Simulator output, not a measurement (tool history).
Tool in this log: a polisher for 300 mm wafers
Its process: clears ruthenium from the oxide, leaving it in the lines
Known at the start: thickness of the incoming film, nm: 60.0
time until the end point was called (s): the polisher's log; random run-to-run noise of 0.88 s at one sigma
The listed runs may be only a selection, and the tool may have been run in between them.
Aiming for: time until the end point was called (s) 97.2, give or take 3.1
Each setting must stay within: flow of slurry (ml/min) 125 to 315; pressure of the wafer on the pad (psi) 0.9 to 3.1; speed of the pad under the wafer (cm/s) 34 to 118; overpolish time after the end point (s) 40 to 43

run,hour,flow of slurry (ml/min),pressure of the wafer on the pad (psi),speed of the pad under the wafer (cm/s),overpolish time after the end point (s),time until the end point was called (s)
1,0,205,2,76,40,83.089
2,1.3,185,2,76,40,81.821
3,4.5,185,2,90,40,71.918
4,13.4,185,2,102,40,63.336
5,21.4,185,1.8,102,40,70.103
6,25.5,185,1.7,102,40,73.712
# hour 34.1: head pressure recalibrated
7,34.1,175,1.1,102,40,106.81
8,36.3,180,1.1,102,40,105.37

Which of these 4 next moves meets every target?
A,38.5,140,1,110,40,?
B,38.5,130,1.5,76,40,?
C,38.5,180,0.9,110,40,?
D,38.5,175,1.2,102,40,?

move,time until the end point was called (s)
A,109.45
B,107.02
C,117.27
D,96.433
A: moves away from the targets compared with the last run
B: moves away from the targets compared with the last run
C: moves away from the targets compared with the last run
D: each result inside its tolerance
Answer: D
